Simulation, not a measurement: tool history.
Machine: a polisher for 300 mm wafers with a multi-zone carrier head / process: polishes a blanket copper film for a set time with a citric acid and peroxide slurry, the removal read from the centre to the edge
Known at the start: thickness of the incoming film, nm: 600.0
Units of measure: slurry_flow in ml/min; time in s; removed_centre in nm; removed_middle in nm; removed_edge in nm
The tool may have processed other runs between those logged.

run,day,slurry_flow,centre_zone,middle_zone,edge_zone,slurry_solids,time,removed_centre,removed_middle,removed_edge
1,0.000,310,1.00,1.00,1.00,1.00,50,141.300,147.160,142.350
2,0.238,310,1.00,1.00,1.00,1.10,50,142.410,149.340,144.290
3,0.275,295,0.99,0.98,0.97,1.00,46,129.660,134.210,130.250
4,0.421,295,0.99,1.05,0.97,1.00,46,126.890,133.860,128.340
5,0.538,295,0.99,1.05,0.94,1.00,46,126.390,140.670,129.950
6,0.683,280,0.98,1.05,0.95,0.95,43,115.940,125.110,118.500
7,0.729,265,0.97,1.05,0.94,0.90,40,106.560,114.860,106.710
8,0.996,260,0.96,1.05,0.95,0.85,38,96.414,110.180,100.660
9,1.304,250,0.96,1.03,0.96,0.80,36,92.447,98.139,95.434
10,1.467,245,0.96,1.03,0.95,0.75,34,84.607,92.833,87.473
11,1.762,240,0.96,1.02,0.95,0.70,33,79.281,86.024,80.049
12,2.067,240,0.95,1.00,0.95,0.65,33,79.332,83.533,81.029
13,2.158,240,0.95,1.00,0.95,0.65,32,76.922,81.703,80.798
14,2.283,240,0.95,1.00,0.95,0.65,32,76.208,80.512,78.796
15,2.408,240,0.95,1.00,0.94,0.65,31,73.858,80.331,77.048
16,2.758,240,0.95,0.99,0.93,0.65,31,72.639,77.796,74.368
17,3.038,240,0.95,0.98,0.92,0.65,31,73.647,76.857,75.145
18,3.079,245,0.94,0.98,0.89,0.50,24,51.945,55.358,54.615

Expected results for the next run?
19,3.408,250,1.03,1.06,0.99,0.60,23,?,?,?

removed_centre: 57.242 nm
removed_middle: 59.224 nm
removed_edge: 57.098 nm
